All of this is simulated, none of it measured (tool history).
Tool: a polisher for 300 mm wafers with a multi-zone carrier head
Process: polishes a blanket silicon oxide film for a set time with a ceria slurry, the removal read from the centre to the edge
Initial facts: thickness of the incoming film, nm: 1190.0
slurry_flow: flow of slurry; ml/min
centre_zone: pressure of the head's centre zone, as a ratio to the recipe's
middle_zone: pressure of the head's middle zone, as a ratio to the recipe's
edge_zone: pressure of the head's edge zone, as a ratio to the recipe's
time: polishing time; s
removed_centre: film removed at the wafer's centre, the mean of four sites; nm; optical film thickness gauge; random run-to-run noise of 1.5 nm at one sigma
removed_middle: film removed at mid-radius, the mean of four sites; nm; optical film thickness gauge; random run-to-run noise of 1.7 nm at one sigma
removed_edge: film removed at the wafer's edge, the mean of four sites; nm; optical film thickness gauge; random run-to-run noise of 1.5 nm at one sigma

run 1 hour=0.0 | slurry_flow=295 centre_zone=1.00 middle_zone=1.00 edge_zone=1.00 time=84 | removed_centre=208.02 removed_middle=212.39 removed_edge=213.56
run 2 hour=4.8 | slurry_flow=295 centre_zone=1.01 middle_zone=0.98 edge_zone=0.97 time=79 | removed_centre=200.77 removed_middle=200.42 removed_edge=197.23
run 3 hour=6.8 | slurry_flow=290 centre_zone=1.01 middle_zone=0.95 edge_zone=0.95 time=75 | removed_centre=189.00 removed_middle=180.52 removed_edge=185.02
run 4 hour=8.5 | slurry_flow=290 centre_zone=1.01 middle_zone=0.94 edge_zone=0.93 time=73 | removed_centre=183.32 removed_middle=174.09 removed_edge=181.57
run 5 hour=13.0 | slurry_flow=290 centre_zone=0.96 middle_zone=0.94 edge_zone=0.93 time=73 | removed_centre=176.67 removed_middle=177.09 removed_edge=180.87
run 6 hour=18.4 | slurry_flow=290 centre_zone=0.96 middle_zone=0.94 edge_zone=0.93 time=57 | removed_centre=136.29 removed_middle=136.23 removed_edge=139.90
run 7 hour=27.4 | slurry_flow=295 centre_zone=0.99 middle_zone=0.95 edge_zone=0.93 time=58 | removed_centre=142.48 removed_middle=140.84 removed_edge=144.58
run 8 hour=33.0 | slurry_flow=300 centre_zone=1.02 middle_zone=0.96 edge_zone=0.93 time=58 | removed_centre=149.55 removed_middle=143.92 removed_edge=144.05
run 9 hour=38.6 | slurry_flow=300 centre_zone=1.02 middle_zone=0.96 edge_zone=0.93 time=58 | removed_centre=148.70 removed_middle=140.49 removed_edge=142.27
run 10 hour=46.3 | slurry_flow=305 centre_zone=1.03 middle_zone=0.96 edge_zone=0.94 time=59 | removed_centre=154.18 removed_middle=146.45 removed_edge=146.66
run 11 hour=53.4 | slurry_flow=315 centre_zone=1.04 middle_zone=0.96 edge_zone=0.94 time=59 | removed_centre=152.75 removed_middle=146.02 removed_edge=146.91

Predict the results of run 12:
run 12 hour=55.9 | slurry_flow=315 centre_zone=1.05 middle_zone=0.96 edge_zone=0.94 time=59 | removed_centre=? removed_middle=? removed_edge=?

{"run 12": {"removed_centre": 154.21, "removed_middle": 147.41, "removed_edge": 145.19}}
